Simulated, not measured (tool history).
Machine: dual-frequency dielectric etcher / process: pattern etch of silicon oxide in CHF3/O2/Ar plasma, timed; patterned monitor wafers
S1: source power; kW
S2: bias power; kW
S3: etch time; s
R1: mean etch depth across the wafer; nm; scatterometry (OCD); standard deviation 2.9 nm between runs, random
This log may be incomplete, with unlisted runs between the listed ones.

run 1 hour=0 | S1=0.86 S2=0.204 S3=294 | R1=730.61
run 2 hour=8 | S1=0.86 S2=0.204 S3=268 | R1=670.08
run 3 hour=13.9 | S1=0.93 S2=0.217 S3=268.5 | R1=701.34
run 4 hour=19.2 | S1=0.93 S2=0.182 S3=268.5 | R1=662.21
run 5 hour=24.1 | S1=0.93 S2=0.201 S3=268.5 | R1=679.74
run 6 hour=32.3 | S1=0.93 S2=0.177 S3=268.5 | R1=658.76
run 7 hour=41.3 | S1=0.98 S2=0.199 S3=272.5 | R1=707.75
run 8 hour=50 | S1=1.02 S2=0.212 S3=273 | R1=732.49
run 9 hour=56.1 | S1=1.06 S2=0.224 S3=273.5 | R1=757.5
run 10 hour=58.5 | S1=1.09 S2=0.234 S3=274 | R1=773.26

Estimate the outcome of run 11 from the log above:
run 11 hour=65.2 | S1=1.11 S2=0.244 S3=274.5 | R1=?

Run 11 yielded R1 794 nm.

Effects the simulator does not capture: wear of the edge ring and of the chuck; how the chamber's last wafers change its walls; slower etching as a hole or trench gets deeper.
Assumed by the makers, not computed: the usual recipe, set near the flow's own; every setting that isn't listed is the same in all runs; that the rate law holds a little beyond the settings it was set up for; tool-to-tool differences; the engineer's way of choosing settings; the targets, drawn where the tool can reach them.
